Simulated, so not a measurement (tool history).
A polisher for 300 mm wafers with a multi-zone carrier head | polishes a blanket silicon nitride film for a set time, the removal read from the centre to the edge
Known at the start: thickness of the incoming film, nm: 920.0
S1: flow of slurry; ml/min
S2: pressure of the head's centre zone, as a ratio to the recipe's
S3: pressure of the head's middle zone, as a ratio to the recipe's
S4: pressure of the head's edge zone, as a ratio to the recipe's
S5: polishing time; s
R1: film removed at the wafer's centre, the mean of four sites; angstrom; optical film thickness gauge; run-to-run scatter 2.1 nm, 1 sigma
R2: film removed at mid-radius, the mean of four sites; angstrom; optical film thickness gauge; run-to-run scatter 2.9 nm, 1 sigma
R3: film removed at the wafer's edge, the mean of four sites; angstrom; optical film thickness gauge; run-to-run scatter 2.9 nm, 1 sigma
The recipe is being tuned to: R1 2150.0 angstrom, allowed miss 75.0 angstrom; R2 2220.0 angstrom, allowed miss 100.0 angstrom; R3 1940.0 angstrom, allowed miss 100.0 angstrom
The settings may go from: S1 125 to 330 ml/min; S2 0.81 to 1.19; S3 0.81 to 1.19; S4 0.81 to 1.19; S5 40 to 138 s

run,day,S1,S2,S3,S4,S5,R1,R2,R3
1,0.000,210,1.00,1.00,1.00,88,1608.4,1580.9,1604.4
2,0.350,165,1.00,1.00,1.00,88,1551.7,1574.3,1570.5
3,0.629,165,1.00,1.00,1.00,107,1881.3,1918.6,1920.3
4,0.750,175,1.01,1.02,0.99,107,1936.9,1954.1,1975.1
5,0.929,175,1.01,1.02,1.03,107,1925.7,1968.8,1911.2
6,1.183,175,1.05,1.02,1.03,107,1985.4,1922.1,1903.4
7,1.304,180,1.06,1.05,1.03,107,2013.4,1999.7,1966.6
8,1.342,180,1.08,1.08,1.06,107,2114.2,2103.7,1977.6

Consider the 4 candidate settings below. Which is the only one whose results all fall within their allowed miss of target?
A,1.379,190,1.16,1.09,1.10,103,?,?,?
B,1.379,170,1.17,1.05,1.10,104,?,?,?
C,1.379,260,1.14,1.19,1.13,99,?,?,?
D,1.379,220,1.13,1.02,1.06,103,?,?,?

move,R1,R2,R3
A,2149.4,2049.3,1962.3
B,2139.5,1964.0,1953.4
C,2134.9,2221.3,1974.1
D,2146.5,1981.9,1960.9
A: misses by more than the last run did
B: misses by more than the last run did
C: meets every target
D: misses by more than the last run did
C meets every target.

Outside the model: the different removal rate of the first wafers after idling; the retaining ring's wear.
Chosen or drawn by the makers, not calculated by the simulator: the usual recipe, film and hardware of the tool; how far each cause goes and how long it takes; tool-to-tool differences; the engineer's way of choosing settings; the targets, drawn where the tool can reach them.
